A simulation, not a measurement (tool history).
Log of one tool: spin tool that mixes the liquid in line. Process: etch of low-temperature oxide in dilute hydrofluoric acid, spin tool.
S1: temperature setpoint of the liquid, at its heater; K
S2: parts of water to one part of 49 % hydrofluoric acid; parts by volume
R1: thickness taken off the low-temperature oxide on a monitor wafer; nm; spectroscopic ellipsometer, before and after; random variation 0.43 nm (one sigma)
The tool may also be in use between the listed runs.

{"run": 1, "hour": 0.0, "S1": 297.15, "S2": 90, "time under the liquid (s)": 105, "R1": 34.579}
{"run": 2, "hour": 7.9, "S1": 297.15, "S2": 75, "time under the liquid (s)": 105, "R1": 42.409}
{"run": 3, "hour": 13.6, "S1": 297.65, "S2": 75, "time under the liquid (s)": 105, "R1": 43.33}
{"run": 4, "hour": 19.2, "S1": 297.65, "S2": 100, "time under the liquid (s)": 105, "R1": 31.71}
{"run": 5, "hour": 22.8, "S1": 300.65, "S2": 100, "time under the liquid (s)": 105, "R1": 35.217}
{"run": 6, "hour": 24.2, "S1": 303.15, "S2": 100, "time under the liquid (s)": 105, "R1": 38.69}

Forecast run 7:
{"run": 7, "hour": 26.9, "S1": 303.15, "S2": 95, "time under the liquid (s)": 105, "R1": "?"}

R1: 41.01 nm

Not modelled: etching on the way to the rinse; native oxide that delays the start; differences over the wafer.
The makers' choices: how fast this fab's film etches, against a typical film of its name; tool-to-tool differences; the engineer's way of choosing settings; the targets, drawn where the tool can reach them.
